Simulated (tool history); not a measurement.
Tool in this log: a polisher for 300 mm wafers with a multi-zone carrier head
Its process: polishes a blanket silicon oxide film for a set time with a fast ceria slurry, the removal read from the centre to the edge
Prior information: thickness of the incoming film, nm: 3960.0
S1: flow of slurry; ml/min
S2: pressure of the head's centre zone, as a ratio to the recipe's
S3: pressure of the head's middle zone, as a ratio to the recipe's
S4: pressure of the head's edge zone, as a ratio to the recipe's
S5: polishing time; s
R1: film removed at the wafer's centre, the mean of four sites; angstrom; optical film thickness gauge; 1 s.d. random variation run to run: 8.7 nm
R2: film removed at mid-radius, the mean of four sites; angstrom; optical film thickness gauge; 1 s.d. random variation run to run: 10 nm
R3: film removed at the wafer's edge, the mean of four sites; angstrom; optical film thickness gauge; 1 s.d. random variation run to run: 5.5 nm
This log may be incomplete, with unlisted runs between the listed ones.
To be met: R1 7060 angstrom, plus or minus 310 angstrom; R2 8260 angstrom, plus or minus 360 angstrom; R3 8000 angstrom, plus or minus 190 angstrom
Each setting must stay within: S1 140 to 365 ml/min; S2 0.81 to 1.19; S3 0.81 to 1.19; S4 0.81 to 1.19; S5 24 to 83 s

| run | hour | S1 | S2 | S3 | S4 | S5 | R1 | R2 | R3 |
|---|---|---|---|---|---|---|---|---|---|
| 1 | 0 | 235 | 1 | 1 | 1 | 53 | 7021.1 | 7099.3 | 7108 |
| 2 | 5.2 | 235 | 1 | 1 | 1 | 64 | 8484.2 | 8673.7 | 8615.4 |
| 3 | 10.8 | 230 | 0.98 | 1 | 0.99 | 64 | 8491.4 | 8429.6 | 8510.5 |
| 4 | 12.4 | 230 | 0.98 | 0.96 | 0.99 | 64 | 8225.1 | 8271.7 | 8501.9 |
| 5 | 20.6 | 230 | 0.98 | 0.96 | 0.99 | 55 | 7226.6 | 7176.5 | 7329.3 |
| 6 | 24.1 | 230 | 0.98 | 0.96 | 0.99 | 64 | 8408.2 | 8177.1 | 8550.9 |
| 7 | 28.9 | 225 | 0.95 | 0.97 | 0.99 | 64 | 7862.2 | 8240.6 | 8557.7 |
| 8 | 37.6 | 220 | 0.94 | 0.98 | 0.98 | 64 | 7850 | 8178.4 | 8456.1 |
|  | 46.5 | centre zone pressure recalibrated |
| 9 | 46.5 | 215 | 0.93 | 1 | 0.97 | 64 | 7557.7 | 8476.4 | 8360.2 |

Which of these 5 next moves meets every target?
| A | 55.4 | 265 | 1.05 | 1.01 | 0.87 | 61 | ? | ? | ? |
| B | 55.4 | 235 | 1.01 | 1.01 | 0.88 | 62 | ? | ? | ? |
| C | 55.4 | 220 | 0.84 | 0.91 | 1.1 | 62 | ? | ? | ? |
| D | 55.4 | 245 | 0.93 | 1.04 | 1 | 60 | ? | ? | ? |
| E | 55.4 | 245 | 1.01 | 1.01 | 0.98 | 62 | ? | ? | ? |

| move | R1 | R2 | R3 |
|---|---|---|---|
| A | 8339.6 | 8199.2 | 7830.1 |
| B | 8015.9 | 8210.3 | 7902.1 |
| C | 6584.7 | 7566.6 | 8591.9 |
| D | 7182.9 | 8160.3 | 8068.5 |
| E | 8064.7 | 8254.4 | 8272.6 |
A: brings the last run's worst result on target, with another outside its allowed miss
B: brings the last run's worst result on target, with another outside its allowed miss
C: lands further from the targets than the last run did
D: every result lands within tolerance
E: lands further from the targets than the last run did
Correct choice: D, which meets every target
